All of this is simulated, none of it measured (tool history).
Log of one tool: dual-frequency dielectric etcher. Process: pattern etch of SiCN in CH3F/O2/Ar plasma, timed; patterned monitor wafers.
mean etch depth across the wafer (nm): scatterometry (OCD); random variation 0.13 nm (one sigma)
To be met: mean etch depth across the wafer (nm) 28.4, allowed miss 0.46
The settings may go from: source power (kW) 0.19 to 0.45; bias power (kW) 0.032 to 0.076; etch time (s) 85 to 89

| run | day | source power (kW) | bias power (kW) | etch time (s) | mean etch depth across the wafer (nm) |
|---|---|---|---|---|---|
| 1 | 0 | 0.32 | 0.054 | 85 | 24.913 |
| 2 | 0.196 | 0.34 | 0.054 | 85 | 25.228 |
| 3 | 0.254 | 0.34 | 0.054 | 89 | 26.526 |
| 4 | 0.596 | 0.34 | 0.046 | 89 | 25.619 |
| 5 | 0.871 | 0.34 | 0.046 | 89 | 25.541 |
| 6 | 0.988 | 0.35 | 0.047 | 89 | 25.911 |
| 7 | 1.296 | 0.36 | 0.048 | 89 | 26.257 |
| 8 | 1.533 | 0.37 | 0.049 | 89 | 26.73 |
| 9 | 1.583 | 0.38 | 0.049 | 89 | 26.482 |
| 10 | 1.946 | 0.39 | 0.051 | 89 | 27.335 |

Which of these 4 next moves meets every target?
| A | 2.308 | 0.4 | 0.054 | 85.5 | ? |
| B | 2.308 | 0.37 | 0.044 | 89 | ? |
| C | 2.308 | 0.4 | 0.048 | 85.5 | ? |
| D | 2.308 | 0.4 | 0.07 | 85 | ? |

| move | mean etch depth across the wafer (nm) |
|---|---|
| A | 26.755 |
| B | 25.873 |
| C | 25.968 |
| D | 28.557 |
A: further off than the last run
B: further off than the last run
C: further off than the last run
D: meets every target
Answer: D

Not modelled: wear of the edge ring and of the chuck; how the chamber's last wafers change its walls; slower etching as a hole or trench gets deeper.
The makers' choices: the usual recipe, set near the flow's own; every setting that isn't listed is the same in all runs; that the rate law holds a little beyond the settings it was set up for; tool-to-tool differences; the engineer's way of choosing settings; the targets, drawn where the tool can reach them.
